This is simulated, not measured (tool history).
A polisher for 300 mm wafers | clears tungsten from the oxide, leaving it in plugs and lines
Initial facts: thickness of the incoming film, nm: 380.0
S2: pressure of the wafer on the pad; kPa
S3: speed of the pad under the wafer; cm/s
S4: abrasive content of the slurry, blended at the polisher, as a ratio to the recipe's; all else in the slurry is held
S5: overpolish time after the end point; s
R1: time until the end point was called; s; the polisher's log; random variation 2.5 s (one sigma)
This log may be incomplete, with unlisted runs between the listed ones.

{"run": 1, "hour": 0.0, "flow of slurry (ml/min)": 210, "S2": 20, "S3": 90, "S4": 1, "S5": 34, "R1": 129.7}
{"run": 2, "hour": 5.1, "flow of slurry (ml/min)": 155, "S2": 20, "S3": 90, "S4": 1, "S5": 34, "R1": 135.69}
{"run": 3, "hour": 10.9, "flow of slurry (ml/min)": 155, "S2": 20, "S3": 110, "S4": 1, "S5": 34, "R1": 110.86}
{"run": 4, "hour": 15.7, "flow of slurry (ml/min)": 155, "S2": 24.1, "S3": 110, "S4": 1, "S5": 34, "R1": 95.971}
{"run": 5, "hour": 24.2, "flow of slurry (ml/min)": 155, "S2": 20.7, "S3": 106, "S4": 1, "S5": 34, "R1": 112.61}
{"run": 6, "hour": 27.4, "flow of slurry (ml/min)": 155, "S2": 20.7, "S3": 106, "S4": 0.9, "S5": 34, "R1": 117.15}
{"run": 7, "hour": 30.3, "flow of slurry (ml/min)": 155, "S2": 15.2, "S3": 102, "S4": 0.9, "S5": 34, "R1": 160.63}

Expected results for the next run?
{"run": 8, "hour": 39.0, "flow of slurry (ml/min)": 155, "S2": 14.5, "S3": 102, "S4": 0.9, "S5": 34, "R1": "?"}

{"run 8": {"R1": 164.77}}
